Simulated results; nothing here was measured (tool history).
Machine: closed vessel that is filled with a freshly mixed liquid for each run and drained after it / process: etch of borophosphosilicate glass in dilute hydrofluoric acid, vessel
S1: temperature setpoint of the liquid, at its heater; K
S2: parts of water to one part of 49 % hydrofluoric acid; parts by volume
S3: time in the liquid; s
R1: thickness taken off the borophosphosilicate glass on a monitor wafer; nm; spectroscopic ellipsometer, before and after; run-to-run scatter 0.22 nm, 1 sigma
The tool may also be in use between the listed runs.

run	day	S1	S2	S3	R1
1	0.000	298.15	180	105	30.865
2	0.179	299.15	175	105	32.881
3	0.317	300.15	170	105	35.081
4	0.692	301.15	165	105	37.826
5	0.771	301.15	165	105	37.815
6	1.142	301.65	165	105	38.688
7	1.342	302.15	165	105	39.315

What does the tool deliver on the next run?
8	1.629	302.65	165	105	?

R1: 39.609 nm
